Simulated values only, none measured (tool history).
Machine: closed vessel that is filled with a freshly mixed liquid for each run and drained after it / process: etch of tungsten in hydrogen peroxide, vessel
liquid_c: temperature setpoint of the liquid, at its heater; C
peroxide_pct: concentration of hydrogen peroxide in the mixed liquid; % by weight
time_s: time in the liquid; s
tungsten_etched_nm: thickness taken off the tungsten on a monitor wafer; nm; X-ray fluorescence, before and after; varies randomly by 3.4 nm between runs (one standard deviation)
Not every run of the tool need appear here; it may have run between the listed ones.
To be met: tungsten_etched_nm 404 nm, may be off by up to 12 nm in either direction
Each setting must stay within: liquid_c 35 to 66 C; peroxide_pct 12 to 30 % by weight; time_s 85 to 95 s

run	hour	liquid_c	peroxide_pct	time_s	tungsten_etched_nm
1	0	51	22	85	250.76
2	5.2	52.5	22	85	271.59
3	11.6	46.5	22	85	189.49
4	17.4	46.5	26	85	205.96
5	20.5	48.5	26	85	233.68
6	23.7	48.5	24.5	85	220.66
7	29.4	50	24.5	85	248.68
8	30.3	51.5	24.5	85	269.4
9	36.1	52.5	24.5	85	286.7
10	37.3	53.5	24.5	85	307.99
11	44.7	54	24.5	85	317.56
12	46.7	54.5	24.5	85	320.65
13	49.6	59	24.5	85	421.58

Which one of the following 5 next-run settings gets every result inside its allowed miss? There is exactly one.
A	52.5	60.5	23	85	?
B	52.5	58.5	21	95	?
C	52.5	59	25.5	85	?
D	52.5	59.5	25.5	85	?
E	52.5	57	29	85	?

move	tungsten_etched_nm
A	447.42
B	425.76
C	432.12
D	444.78
E	410.18
A: further off than the last run
B: further off than the last run
C: further off than the last run
D: further off than the last run
E: all results in spec
Correct choice: E, which meets every target
